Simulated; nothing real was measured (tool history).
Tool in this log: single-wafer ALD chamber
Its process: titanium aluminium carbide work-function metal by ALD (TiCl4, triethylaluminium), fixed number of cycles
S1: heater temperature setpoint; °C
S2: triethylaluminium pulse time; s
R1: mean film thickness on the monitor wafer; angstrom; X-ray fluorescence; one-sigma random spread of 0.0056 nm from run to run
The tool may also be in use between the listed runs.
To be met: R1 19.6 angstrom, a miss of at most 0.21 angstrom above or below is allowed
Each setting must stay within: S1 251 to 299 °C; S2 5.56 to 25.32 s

run 1 hour=0 | S1=275 S2=15.44 | R1=20.947
run 2 hour=4.2 | S1=272 S2=15.26 | R1=20.738
run 3 hour=7.5 | S1=272 S2=12.86 | R1=20.542
run 4 hour=15.6 | S1=270 S2=12.68 | R1=20.259
run 5 hour=20.6 | S1=279 S2=12.68 | R1=21.35
run 6 hour=26 | S1=276 S2=12.48 | R1=20.871
run 7 hour=27.4 | S1=274 S2=12.29 | R1=20.798
run 8 hour=29.8 | S1=272 S2=12.19 | R1=20.506
run 9 hour=34.7 | S1=270 S2=12.07 | R1=20.326
run 10 hour=35.7 | S1=269 S2=11.97 | R1=20.116
run 11 hour=36.8 | S1=268 S2=11.91 | R1=20.025

Exercise: of the 4 proposed moves below, exactly one satisfies all targets within the stated allowed misses. Which move is it?
run A hour=37.9 | S1=266 S2=10.09 | R1=?
run B hour=37.9 | S1=268 S2=11.72 | R1=?
run C hour=37.9 | S1=272 S2=13 | R1=?
run D hour=37.9 | S1=266 S2=15.66 | R1=?

move=A R1=19.49
move=B R1=19.964
move=C R1=20.513
move=D R1=20.015
A: meets every target
B: nearer the targets than the last run, but a result is still out of spec
C: misses by more than the last run did
D: about as far from the targets as the last run
Go with A: it meets all targets.
